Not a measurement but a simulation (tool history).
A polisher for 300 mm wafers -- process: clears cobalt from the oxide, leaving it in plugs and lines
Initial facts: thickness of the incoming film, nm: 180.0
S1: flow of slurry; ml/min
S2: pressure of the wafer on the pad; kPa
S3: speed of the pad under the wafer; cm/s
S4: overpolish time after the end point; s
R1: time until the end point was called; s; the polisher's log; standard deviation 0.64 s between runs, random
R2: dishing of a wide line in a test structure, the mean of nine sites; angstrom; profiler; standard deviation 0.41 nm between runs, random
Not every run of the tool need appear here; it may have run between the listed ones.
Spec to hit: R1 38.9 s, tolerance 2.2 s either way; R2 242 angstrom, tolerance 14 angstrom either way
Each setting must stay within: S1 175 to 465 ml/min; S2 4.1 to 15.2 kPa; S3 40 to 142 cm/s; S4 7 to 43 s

Run 1, hour 0: S1 295 ml/min, S2 9.7 kPa, S3 90 cm/s, S4 22 s. Result: R1 49.417 s, R2 426.1 angstrom.
Run 2, hour 2.6: S1 290 ml/min, S2 9.7 kPa, S3 90 cm/s, S4 18 s. Result: R1 49.133 s, R2 383.14 angstrom.
Run 3, hour 7.4: S1 290 ml/min, S2 9.7 kPa, S3 72 cm/s, S4 18 s. Result: R1 60.166 s, R2 340.24 angstrom.
Run 4, hour 11.3: S1 270 ml/min, S2 11 kPa, S3 66 cm/s, S4 15 s. Result: R1 58.071 s, R2 318.36 angstrom.
Run 5, hour 16.7: S1 270 ml/min, S2 11 kPa, S3 80 cm/s, S4 15 s. Result: R1 50.274 s, R2 340.33 angstrom.
Run 6, hour 22.2: S1 270 ml/min, S2 10.3 kPa, S3 80 cm/s, S4 15 s. Result: R1 52.252 s, R2 330.86 angstrom.
Run 7, hour 29.8: S1 270 ml/min, S2 10.3 kPa, S3 80 cm/s, S4 15 s. Result: R1 50.548 s, R2 322.83 angstrom.
Run 8, hour 35.1: S1 245 ml/min, S2 10.3 kPa, S3 82 cm/s, S4 13 s. Result: R1 51.199 s, R2 307.68 angstrom.
Run 9, hour 42: S1 330 ml/min, S2 11.7 kPa, S3 82 cm/s, S4 7 s. Result: R1 45.296 s, R2 212.2 angstrom.
Run 10, hour 49: S1 320 ml/min, S2 12.4 kPa, S3 82 cm/s, S4 7 s. Result: R1 40.688 s, R2 222.69 angstrom.
Run 11, hour 57.9: S1 320 ml/min, S2 13.1 kPa, S3 82 cm/s, S4 10 s. Result: R1 39.742 s, R2 299.04 angstrom.
Run 12, hour 64.4: S1 340 ml/min, S2 13.1 kPa, S3 82 cm/s, S4 10 s. Result: R1 39.816 s, R2 310.62 angstrom.
Run 13, hour 68.1: S1 340 ml/min, S2 13.1 kPa, S3 84 cm/s, S4 9 s. Result: R1 38.923 s, R2 285.99 angstrom.
Run 14, hour 71.4: S1 345 ml/min, S2 13.1 kPa, S3 86 cm/s, S4 9 s. Result: R1 37.947 s, R2 301.79 angstrom.
Run 15, hour 73.7: S1 350 ml/min, S2 12.4 kPa, S3 88 cm/s, S4 9 s. Result: R1 39.016 s, R2 281.96 angstrom.
Run 16, hour 76.8: S1 355 ml/min, S2 12.4 kPa, S3 90 cm/s, S4 9 s. Result: R1 38.35 s, R2 294.22 angstrom.
Run 17, hour 79.3: S1 270 ml/min, S2 14.5 kPa, S3 68 cm/s, S4 7 s. Result: R1 44.262 s, R2 221.67 angstrom.
Run 18, hour 81.8: S1 275 ml/min, S2 14.5 kPa, S3 70 cm/s, S4 7 s. Result: R1 41.741 s, R2 226.41 angstrom.

Which single option among these 5 for the next run brings every result within its allowed miss of target? Just one does.
Run A, hour 84.3: S1 270 ml/min, S2 15.2 kPa, S3 82 cm/s, S4 8 s. Result: R1 ?, R2 ?.
Run B, hour 84.3: S1 220 ml/min, S2 14.5 kPa, S3 66 cm/s, S4 8 s. Result: R1 ?, R2 ?.
Run C, hour 84.3: S1 275 ml/min, S2 13.8 kPa, S3 82 cm/s, S4 7 s. Result: R1 ?, R2 ?.
Run D, hour 84.3: S1 285 ml/min, S2 15.2 kPa, S3 60 cm/s, S4 8 s. Result: R1 ?, R2 ?.
Run E, hour 84.3: S1 355 ml/min, S2 13.8 kPa, S3 68 cm/s, S4 10 s. Result: R1 ?, R2 ?.

move      R1      R2
   A  35.872  293.44
   B  46.237  245.12
   C  39.321  250.17
   D  46.817   242.9
   E  45.412  291.38
A: moves the result that the last run missed by most past its target, out the other side
B: lands further from the targets than the last run did
C: all results in spec
D: lands further from the targets than the last run did
E: lands further from the targets than the last run did
The right move is C.

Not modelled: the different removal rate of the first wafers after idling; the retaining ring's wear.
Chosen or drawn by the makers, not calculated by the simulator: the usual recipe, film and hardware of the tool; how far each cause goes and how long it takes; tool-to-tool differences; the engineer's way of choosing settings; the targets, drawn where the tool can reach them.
